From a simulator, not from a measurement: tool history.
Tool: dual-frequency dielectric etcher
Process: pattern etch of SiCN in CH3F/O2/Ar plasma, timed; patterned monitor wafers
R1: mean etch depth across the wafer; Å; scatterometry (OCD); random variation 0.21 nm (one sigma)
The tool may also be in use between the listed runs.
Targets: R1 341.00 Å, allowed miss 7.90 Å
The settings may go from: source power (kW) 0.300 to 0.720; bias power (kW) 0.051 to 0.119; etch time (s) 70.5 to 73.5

{"run": 1, "day": 0.0, "source power (kW)": 0.51, "bias power (kW)": 0.085, "etch time (s)": 70.5, "R1": 305.58}
{"run": 2, "day": 0.238, "source power (kW)": 0.51, "bias power (kW)": 0.085, "etch time (s)": 70.5, "R1": 305.13}
{"run": 3, "day": 0.492, "source power (kW)": 0.51, "bias power (kW)": 0.085, "etch time (s)": 70.5, "R1": 307.15}
{"run": 4, "day": 0.667, "source power (kW)": 0.51, "bias power (kW)": 0.077, "etch time (s)": 70.5, "R1": 298.66}
{"run": 5, "day": 0.854, "source power (kW)": 0.56, "bias power (kW)": 0.08, "etch time (s)": 70.5, "R1": 313.76}
{"run": 6, "day": 1.196, "source power (kW)": 0.56, "bias power (kW)": 0.08, "etch time (s)": 73.5, "R1": 322.96}
{"run": 7, "day": 1.292, "source power (kW)": 0.56, "bias power (kW)": 0.08, "etch time (s)": 73.5, "R1": 326.96}
{"run": 8, "day": 1.508, "source power (kW)": 0.58, "bias power (kW)": 0.081, "etch time (s)": 73.5, "R1": 327.52}
{"day": 1.762, "done": "source power generator calibrated"}
{"run": 9, "day": 1.762, "source power (kW)": 0.6, "bias power (kW)": 0.083, "etch time (s)": 73.5, "R1": 331.74}

5 next moves are on the table. One of them brings every result within its allowed miss. Which?
{"run": "A", "day": 2.017, "source power (kW)": 0.56, "bias power (kW)": 0.077, "etch time (s)": 72.0, "R1": "?"}
{"run": "B", "day": 2.017, "source power (kW)": 0.59, "bias power (kW)": 0.088, "etch time (s)": 71.5, "R1": "?"}
{"run": "C", "day": 2.017, "source power (kW)": 0.52, "bias power (kW)": 0.082, "etch time (s)": 73.0, "R1": "?"}
{"run": "D", "day": 2.017, "source power (kW)": 0.58, "bias power (kW)": 0.092, "etch time (s)": 73.5, "R1": "?"}
{"run": "E", "day": 2.017, "source power (kW)": 0.57, "bias power (kW)": 0.081, "etch time (s)": 72.5, "R1": "?"}

move=A R1=310.47
move=B R1=325.77
move=C R1=312.02
move=D R1=337.11
move=E R1=318.93
A: further off than the last run
B: further off than the last run
C: further off than the last run
D: meets every target
E: further off than the last run
Move D is the one to make.
